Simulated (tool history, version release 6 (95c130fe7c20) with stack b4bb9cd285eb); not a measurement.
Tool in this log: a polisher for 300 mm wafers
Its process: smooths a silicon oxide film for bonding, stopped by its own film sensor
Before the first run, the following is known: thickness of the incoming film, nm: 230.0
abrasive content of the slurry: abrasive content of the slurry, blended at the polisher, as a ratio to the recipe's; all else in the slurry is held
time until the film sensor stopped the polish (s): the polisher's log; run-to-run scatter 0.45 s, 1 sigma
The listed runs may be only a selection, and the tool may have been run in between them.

run,hour,flow of slurry (ml/min),pressure of the wafer on the pad (kPa),speed of the pad under the wafer (cm/s),abrasive content of the slurry,target thickness at which the film sensor stops the polish (angstrom),time until the film sensor stopped the polish (s)
1,0,200,18.6,76,1,1870,49.141
2,5.8,200,19.3,76,1,1870,47.009
3,14,200,19.3,76,1,1850,48.981
4,18.1,200,17.2,76,1,1850,54.523
5,25.9,200,17.2,68,1,1850,58.997
6,31.9,200,18.6,68,1,1850,55.014
7,40,200,19.3,68,1,1850,54.277
8,44.9,200,20,68,1,1850,52.989
9,46.6,200,20.7,70,1,1850,47.652
10,51.6,200,25.5,72,1,1850,39.3

What does the tool deliver on the next run?
11,55,200,26.9,74,1,1850,?

{"run 11": {"time until the film sensor stopped the polish (s)": 36.911}}

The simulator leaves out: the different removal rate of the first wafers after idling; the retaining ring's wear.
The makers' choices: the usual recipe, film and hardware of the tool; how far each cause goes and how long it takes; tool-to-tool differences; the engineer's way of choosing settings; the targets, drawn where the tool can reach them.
